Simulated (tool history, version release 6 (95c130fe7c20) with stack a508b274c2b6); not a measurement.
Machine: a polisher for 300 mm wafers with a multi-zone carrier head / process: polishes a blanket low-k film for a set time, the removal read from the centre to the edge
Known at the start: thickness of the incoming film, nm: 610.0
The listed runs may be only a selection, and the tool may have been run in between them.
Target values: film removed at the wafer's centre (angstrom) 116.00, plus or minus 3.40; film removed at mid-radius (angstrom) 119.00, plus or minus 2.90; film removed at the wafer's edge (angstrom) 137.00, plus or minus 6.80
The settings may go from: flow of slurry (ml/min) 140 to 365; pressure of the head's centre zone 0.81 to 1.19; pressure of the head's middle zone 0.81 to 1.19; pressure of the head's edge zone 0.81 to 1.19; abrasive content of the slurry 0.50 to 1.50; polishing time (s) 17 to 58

run,day,flow of slurry (ml/min),pressure of the head's centre zone,pressure of the head's middle zone,pressure of the head's edge zone,abrasive content of the slurry,polishing time (s),film removed at the wafer's centre (angstrom),film removed at mid-radius (angstrom),film removed at the wafer's edge (angstrom)
1,0.000,235,1.00,1.00,1.00,1.00,37,141.34,145.99,142.18
2,0.350,235,1.00,1.04,1.00,1.00,37,140.77,149.02,144.91
3,0.712,220,0.97,0.98,1.04,0.95,37,135.30,141.43,146.90
4,0.867,210,0.94,0.94,1.03,0.90,37,127.62,132.08,141.48
5,1.138,200,0.92,0.92,1.02,0.90,37,124.81,129.84,140.46
6,1.471,200,0.92,0.92,0.95,0.90,37,124.02,129.66,136.14
7,1.721,195,0.91,0.90,0.96,0.90,37,121.85,127.94,136.01
8,1.821,190,0.90,0.88,0.97,0.90,37,119.63,124.95,132.06
9,2.108,185,0.89,0.87,1.00,0.90,37,118.34,123.56,136.10

Of the 4 settings listed for the next run, only one would bring every result within its allowed miss of target. Which one?
A,2.396,195,0.95,0.85,1.07,0.85,36,?,?,?
B,2.396,195,0.81,0.83,1.00,1.15,37,?,?,?
C,2.396,155,0.88,0.85,1.01,0.80,38,?,?,?
D,2.396,205,0.86,0.89,1.01,0.90,38,?,?,?

move,film removed at the wafer's centre (angstrom),film removed at mid-radius (angstrom),film removed at the wafer's edge (angstrom)
A,121.69,116.06,140.49
B,115.60,127.11,151.97
C,114.64,118.41,140.15
D,118.54,129.80,146.96
A: takes the result that was furthest off past its target
B: its largest miss is bigger than the last run's
C: every result within its allowed miss
D: its largest miss is bigger than the last run's
Correct choice: C, which meets every target

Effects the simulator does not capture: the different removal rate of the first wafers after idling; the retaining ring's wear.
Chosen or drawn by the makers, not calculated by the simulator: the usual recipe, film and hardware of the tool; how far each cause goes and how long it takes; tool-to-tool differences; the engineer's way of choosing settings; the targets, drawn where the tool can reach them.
